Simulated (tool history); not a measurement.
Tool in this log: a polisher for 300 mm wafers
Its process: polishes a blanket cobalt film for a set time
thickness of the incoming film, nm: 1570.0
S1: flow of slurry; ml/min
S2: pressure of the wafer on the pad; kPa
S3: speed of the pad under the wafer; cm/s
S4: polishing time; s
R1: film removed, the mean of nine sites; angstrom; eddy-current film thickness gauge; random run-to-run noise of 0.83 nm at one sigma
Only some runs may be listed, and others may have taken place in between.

run	hour	S1	S2	S3	S4	R1
1	0	240	13.8	88	51	2280.1
2	2	240	13.8	88	51	2320.8
3	7.1	240	13.8	88	51	2324.7
4	9.1	295	13.8	88	51	2343.7
5	13	295	11.7	84	51	1995.7
6	18.9	240	11.7	84	51	1990.4
7	24.6	240	10.3	78	51	1673.9
8	31.7	240	9.7	76	51	1590.4
9	35.2	240	9	74	51	1488.6
10	44	240	8.3	72	51	1357.1
11	49.9	240	7.6	72	51	1294.3

Run 12 has not been measured yet. What should we expect?
12	52.3	240	6.9	70	51	?

R1: 1186.4 angstrom

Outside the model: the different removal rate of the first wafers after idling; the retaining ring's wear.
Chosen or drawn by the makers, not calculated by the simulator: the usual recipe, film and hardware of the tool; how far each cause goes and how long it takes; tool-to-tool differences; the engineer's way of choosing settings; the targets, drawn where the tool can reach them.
